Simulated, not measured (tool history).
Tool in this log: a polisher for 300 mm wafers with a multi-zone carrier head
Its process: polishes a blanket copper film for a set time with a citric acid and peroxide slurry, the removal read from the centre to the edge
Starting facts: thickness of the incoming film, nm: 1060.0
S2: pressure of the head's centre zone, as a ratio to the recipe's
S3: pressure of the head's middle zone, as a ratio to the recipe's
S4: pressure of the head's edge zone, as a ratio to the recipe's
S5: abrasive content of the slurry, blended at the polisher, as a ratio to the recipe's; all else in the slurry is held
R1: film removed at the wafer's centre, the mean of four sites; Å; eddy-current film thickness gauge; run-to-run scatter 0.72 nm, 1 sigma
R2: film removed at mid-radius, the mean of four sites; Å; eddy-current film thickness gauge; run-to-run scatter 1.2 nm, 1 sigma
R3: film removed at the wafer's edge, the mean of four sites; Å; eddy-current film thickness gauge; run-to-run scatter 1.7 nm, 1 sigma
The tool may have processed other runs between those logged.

run 1 day=0.000 | flow_of_slurry_(ml/min)=150 S2=1.00 S3=1.00 S4=1.00 S5=1.00 polishing_time_(s)=87 | R1=1600.2 R2=1603.9 R3=1728.9
run 2 day=0.254 | flow_of_slurry_(ml/min)=150 S2=0.98 S3=1.02 S4=0.97 S5=0.90 polishing_time_(s)=84 | R1=1461.2 R2=1568.7 R3=1547.7
run 3 day=0.525 | flow_of_slurry_(ml/min)=150 S2=0.98 S3=1.02 S4=0.97 S5=0.75 polishing_time_(s)=84 | R1=1396.6 R2=1475.0 R3=1450.0
run 4 day=0.617 | flow_of_slurry_(ml/min)=150 S2=1.07 S3=1.02 S4=0.97 S5=0.75 polishing_time_(s)=84 | R1=1548.2 R2=1455.6 R3=1523.0
run 5 day=0.942 | flow_of_slurry_(ml/min)=145 S2=1.03 S3=1.01 S4=0.95 S5=0.70 polishing_time_(s)=84 | R1=1454.5 R2=1449.1 R3=1450.1
run 6 day=1.238 | flow_of_slurry_(ml/min)=145 S2=1.03 S3=1.01 S4=0.95 S5=0.60 polishing_time_(s)=84 | R1=1381.0 R2=1385.6 R3=1400.9
run 7 day=1.567 | flow_of_slurry_(ml/min)=140 S2=1.00 S3=1.01 S4=0.93 S5=0.60 polishing_time_(s)=84 | R1=1324.5 R2=1352.4 R3=1371.0

For run 8, what comes out?
run 8 day=1.904 | flow_of_slurry_(ml/min)=140 S2=0.98 S3=1.03 S4=0.91 S5=0.60 polishing_time_(s)=84 | R1=? R2=? R3=?

{"run 8": {"R1": 1300.0, "R2": 1396.0, "R3": 1377.6}}

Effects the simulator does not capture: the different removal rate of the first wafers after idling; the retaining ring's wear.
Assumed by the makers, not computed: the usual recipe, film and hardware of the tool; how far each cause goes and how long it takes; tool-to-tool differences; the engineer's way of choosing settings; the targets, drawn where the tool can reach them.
